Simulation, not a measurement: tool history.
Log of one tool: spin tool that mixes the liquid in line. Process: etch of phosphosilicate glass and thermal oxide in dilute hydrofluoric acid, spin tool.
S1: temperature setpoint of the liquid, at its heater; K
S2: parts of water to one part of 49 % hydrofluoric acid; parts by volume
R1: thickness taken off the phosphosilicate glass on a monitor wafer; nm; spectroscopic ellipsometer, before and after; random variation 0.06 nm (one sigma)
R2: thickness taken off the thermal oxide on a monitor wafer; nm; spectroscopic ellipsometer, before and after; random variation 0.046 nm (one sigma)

run 1 hour=0 | S1=297.15 S2=185 time_under_the_liquid_(s)=30 | R1=9.4011 R2=0.78834
run 2 hour=8.3 | S1=298.15 S2=185 time_under_the_liquid_(s)=30 | R1=9.719 R2=0.6914
run 3 hour=9.8 | S1=298.15 S2=180 time_under_the_liquid_(s)=30 | R1=10.16 R2=0.83843
run 4 hour=12.2 | S1=298.15 S2=135 time_under_the_liquid_(s)=30 | R1=14.122 R2=1.0804
run 5 hour=17.6 | S1=297.65 S2=135 time_under_the_liquid_(s)=30 | R1=13.997 R2=1.1326
run 6 hour=23.3 | S1=297.65 S2=100 time_under_the_liquid_(s)=30 | R1=19.726 R2=1.6848
run 7 hour=24.2 | S1=297.15 S2=110 time_under_the_liquid_(s)=30 | R1=17.36 R2=1.3581
run 8 hour=28.1 | S1=296.15 S2=115 time_under_the_liquid_(s)=30 | R1=15.764 R2=1.2379
run 9 hour=32.3 | S1=295.15 S2=115 time_under_the_liquid_(s)=30 | R1=15.021 R2=1.1609

Run 10 comes next. What will it give?
run 10 hour=33.7 | S1=294.15 S2=115 time_under_the_liquid_(s)=30 | R1=? R2=?

Run 10 gave R1 14.577 nm, R2 1.207 nm.
